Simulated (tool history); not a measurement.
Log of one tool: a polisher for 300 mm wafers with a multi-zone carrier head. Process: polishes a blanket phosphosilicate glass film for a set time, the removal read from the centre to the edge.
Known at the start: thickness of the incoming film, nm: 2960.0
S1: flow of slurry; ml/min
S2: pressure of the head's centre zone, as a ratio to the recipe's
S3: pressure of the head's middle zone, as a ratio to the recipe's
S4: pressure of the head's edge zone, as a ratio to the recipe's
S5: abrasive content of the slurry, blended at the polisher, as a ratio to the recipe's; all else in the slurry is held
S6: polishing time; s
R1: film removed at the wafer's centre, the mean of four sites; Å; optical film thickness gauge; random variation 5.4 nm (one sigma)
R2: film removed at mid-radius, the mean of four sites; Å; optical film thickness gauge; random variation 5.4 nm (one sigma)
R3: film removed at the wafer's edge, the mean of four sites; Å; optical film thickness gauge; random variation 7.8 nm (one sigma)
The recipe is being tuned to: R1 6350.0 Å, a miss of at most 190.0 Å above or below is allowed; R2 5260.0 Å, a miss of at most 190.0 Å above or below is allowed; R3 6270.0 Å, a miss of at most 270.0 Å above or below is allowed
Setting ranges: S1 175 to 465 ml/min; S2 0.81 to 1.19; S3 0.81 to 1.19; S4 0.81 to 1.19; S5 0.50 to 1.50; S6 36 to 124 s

run	hour	S1	S2	S3	S4	S5	S6	R1	R2	R3
1	0.0	295	1.00	1.00	1.00	1.00	79	4662.0	4650.1	4551.1
2	4.9	295	1.02	0.97	1.05	1.15	79	5002.8	4715.8	4886.1
3	7.8	295	1.03	0.95	1.08	1.25	81	5304.9	4908.5	5348.2
4	8.5	300	1.06	0.94	1.10	1.30	81	5642.6	5023.9	5519.6
5	12.2	310	1.07	0.93	1.12	1.35	81	5675.1	5082.2	5551.1
6	14.8	280	1.07	0.93	1.12	1.35	81	5705.1	4917.2	5502.9
7	16.5	295	1.08	0.91	1.14	1.40	82	5799.7	4993.7	5778.2
8	23.9	305	1.09	0.91	1.15	1.45	82	5943.3	5046.5	5938.2
9	29.1	310	1.10	0.91	1.16	1.45	82	6074.0	5112.1	5976.9
10	30.1	315	1.11	0.91	1.17	1.45	82	6218.4	5172.0	5931.1
11	30.7	315	1.11	0.90	1.17	1.45	83	6243.0	5158.1	5889.5

Pick the move, out of 5, that brings all results within their allowed miss; only one does.
A	31.3	385	1.18	0.88	1.14	1.45	80	?	?	?
B	31.3	255	0.97	0.82	1.19	1.50	91	?	?	?
C	31.3	345	1.14	0.94	1.17	1.15	87	?	?	?
D	31.3	280	1.09	0.88	1.14	1.50	86	?	?	?
E	31.3	325	1.13	0.95	1.16	1.45	81	?	?	?

move	R1	R2	R3
A	6444.8	4868.2	5802.1
B	5903.9	5148.9	6690.6
C	6194.0	5119.3	5857.6
D	6323.3	5187.3	6209.1
E	6177.1	5198.8	5873.8
A: misses by more than the last run did
B: the result that was furthest off in the last run now lies on the other side of its target
C: misses by more than the last run did
D: all results land within tolerance of their targets
E: no better and no worse than the last run
Answer: D
